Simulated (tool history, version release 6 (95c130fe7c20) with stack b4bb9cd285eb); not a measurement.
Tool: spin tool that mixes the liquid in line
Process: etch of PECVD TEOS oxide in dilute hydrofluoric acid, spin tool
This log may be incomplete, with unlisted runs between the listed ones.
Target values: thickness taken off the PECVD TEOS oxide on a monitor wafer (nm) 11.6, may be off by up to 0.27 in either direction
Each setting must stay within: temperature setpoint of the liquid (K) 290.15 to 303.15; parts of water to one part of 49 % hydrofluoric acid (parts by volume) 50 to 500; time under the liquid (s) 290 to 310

run  hour  temperature setpoint of the liquid (K)  parts of water to one part of 49 % hydrofluoric acid (parts by volume)  time under the liquid (s)  thickness taken off the PECVD TEOS oxide on a monitor wafer (nm)
  1     0                                  295.15                                                                     275                        290                                                             14.13
  2     7                                  295.15                                                                     275                        290                                                             14.11
  3  11.8                                  294.15                                                                     275                        290                                                            13.816
  4  14.8                                  293.15                                                                     280                        290                                                            12.796
  5  15.5                                  293.15                                                                     280                        290                                                            12.999
  6  20.2                                  295.15                                                                     280                        290                                                            13.737
  7  26.7                                  294.15                                                                     280                        290                                                            13.458
  8  27.2                                  294.15                                                                     280                        290                                                            13.323
  9  29.1                                  290.15                                                                     285                        290                                                             11.23

Next run, 4 choices. One meets every target within its allowed miss, the rest don't. Which?
  A    31                                  290.15                                                                     290                        290                                                                 ?
  B    31                                  290.65                                                                     300                        310                                                                 ?
  C    31                                  290.15                                                                     295                        290                                                                 ?
  D    31                                  292.15                                                                     310                        290                                                                 ?

move  thickness taken off the PECVD TEOS oxide on a monitor wafer (nm)
   A                                                            10.967
   B                                                            11.452
   C                                                            10.736
   D                                                             10.87
A: the biggest miss grows against the last run
B: in spec on every target
C: the biggest miss grows against the last run
D: the biggest miss grows against the last run
Go with B: it meets all targets.
